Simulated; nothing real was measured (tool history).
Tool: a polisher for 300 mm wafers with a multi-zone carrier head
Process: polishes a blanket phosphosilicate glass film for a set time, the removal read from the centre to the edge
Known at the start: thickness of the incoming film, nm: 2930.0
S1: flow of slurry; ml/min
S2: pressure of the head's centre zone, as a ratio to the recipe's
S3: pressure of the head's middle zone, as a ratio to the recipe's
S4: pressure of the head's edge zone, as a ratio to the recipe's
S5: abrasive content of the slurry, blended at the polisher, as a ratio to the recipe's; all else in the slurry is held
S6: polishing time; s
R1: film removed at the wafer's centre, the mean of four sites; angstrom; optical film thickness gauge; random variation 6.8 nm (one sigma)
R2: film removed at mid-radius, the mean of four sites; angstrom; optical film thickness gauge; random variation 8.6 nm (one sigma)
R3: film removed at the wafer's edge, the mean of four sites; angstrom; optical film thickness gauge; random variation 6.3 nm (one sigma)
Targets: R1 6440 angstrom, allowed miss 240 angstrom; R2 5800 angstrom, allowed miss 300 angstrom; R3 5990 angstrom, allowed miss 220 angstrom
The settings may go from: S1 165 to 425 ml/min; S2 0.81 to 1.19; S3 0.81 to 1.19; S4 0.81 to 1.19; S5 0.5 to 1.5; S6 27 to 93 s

run  hour   S1    S2    S3    S4    S5  S6      R1      R2      R3
  1     0  275     1     1     1     1  59  4026.3  3978.6  4077.7
  2   8.3  275     1     1     1     1  48  3275.4  3349.7  3325.8
  3  10.4  275     1     1     1   0.8  48  2853.5  2830.3  2835.4
  4    16  275     1  0.96     1   0.8  48  2832.4  2694.6    2847
  5  21.2  280  1.04  0.97  1.02  0.95  50  3400.7  3248.8  3352.4
  6  24.8  280  1.04  0.97  1.02  0.95  56  3875.1  3549.2  3812.9
  7    29  285  1.07  0.99  1.05  1.05  56  4140.7  3937.2  4036.9
  8    34  285  1.09  0.98  1.05  1.15  57  4604.8  4058.4  4401.9
  9  34.9  290   1.1     1  1.06  1.25  58  4861.3  4446.4  4666.4
 10  43.6  290  1.12  1.01  1.07   1.3  59  5139.7  4556.7  4883.7
 11  52.6  295  1.13  1.03  1.08  1.35  60    5348  4919.4  5009.6
 12  58.6  295  1.14  1.03  1.09   1.4  61  5646.5  4961.6  5266.5
 13  64.7  300  1.14  1.04   1.1   1.4  62  5692.4    5122  5399.8

4 next moves are on the table. One of them brings every result within its allowed miss. Which?
  A  70.8  335  1.18  1.05  1.12   1.5  66   ?   ?   ?
  B  70.8  345  1.18  0.98  0.94   1.4  67   ?   ?   ?
  C  70.8  355  1.04  1.19  1.06   1.4  63   ?   ?   ?
  D  70.8  295  1.01  1.05  1.17  1.35  67   ?   ?   ?

move      R1      R2      R3
   A  6337.6  5777.9  6009.5
   B  6265.1  5390.8  5456.5
   C  5344.5  5997.8  5430.4
   D  5378.4  5561.1  5925.7
A: meets every target
B: brings the result that was furthest off to its target, and leaves another outside
C: further off than the last run
D: further off than the last run
The right move is A.

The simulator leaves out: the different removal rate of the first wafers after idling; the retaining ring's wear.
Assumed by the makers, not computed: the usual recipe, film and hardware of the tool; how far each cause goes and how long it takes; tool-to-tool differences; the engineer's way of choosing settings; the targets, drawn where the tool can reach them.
